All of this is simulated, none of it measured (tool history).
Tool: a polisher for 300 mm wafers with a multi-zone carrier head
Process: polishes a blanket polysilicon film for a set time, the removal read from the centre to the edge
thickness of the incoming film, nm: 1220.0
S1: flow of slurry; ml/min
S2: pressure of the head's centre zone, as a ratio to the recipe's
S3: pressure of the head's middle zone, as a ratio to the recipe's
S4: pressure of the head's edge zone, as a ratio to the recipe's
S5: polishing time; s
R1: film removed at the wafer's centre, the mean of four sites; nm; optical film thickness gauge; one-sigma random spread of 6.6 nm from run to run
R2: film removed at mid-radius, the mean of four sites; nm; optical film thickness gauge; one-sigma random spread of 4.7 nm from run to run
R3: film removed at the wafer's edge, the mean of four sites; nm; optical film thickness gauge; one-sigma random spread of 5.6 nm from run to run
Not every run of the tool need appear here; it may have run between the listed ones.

{"run": 1, "hour": 0.0, "S1": 310, "S2": 1.0, "S3": 1.0, "S4": 1.0, "S5": 35, "R1": 382.91, "R2": 396.86, "R3": 399.84}
{"run": 2, "hour": 4.1, "S1": 315, "S2": 1.0, "S3": 1.03, "S4": 1.03, "S5": 37, "R1": 412.27, "R2": 433.77, "R3": 432.51}
{"run": 3, "hour": 10.9, "S1": 320, "S2": 1.0, "S3": 1.05, "S4": 1.06, "S5": 39, "R1": 426.57, "R2": 456.75, "R3": 455.31}
{"run": 4, "hour": 12.3, "S1": 320, "S2": 1.0, "S3": 1.05, "S4": 1.06, "S5": 44, "R1": 471.77, "R2": 515.99, "R3": 519.03}
{"run": 5, "hour": 17.1, "S1": 320, "S2": 1.0, "S3": 1.05, "S4": 1.06, "S5": 38, "R1": 424.32, "R2": 438.48, "R3": 447.59}
{"run": 6, "hour": 18.1, "S1": 320, "S2": 1.0, "S3": 1.05, "S4": 1.1, "S5": 38, "R1": 417.45, "R2": 449.81, "R3": 460.68}
{"run": 7, "hour": 26.0, "S1": 325, "S2": 1.01, "S3": 1.07, "S4": 1.12, "S5": 40, "R1": 436.79, "R2": 477.77, "R3": 491.13}

Run 8 comes next. What will it give?
{"run": 8, "hour": 33.3, "S1": 330, "S2": 1.02, "S3": 1.09, "S4": 1.13, "S5": 41, "R1": "?", "R2": "?", "R3": "?"}

{"run 8": {"R1": 474.66, "R2": 509.82, "R3": 504.53}}
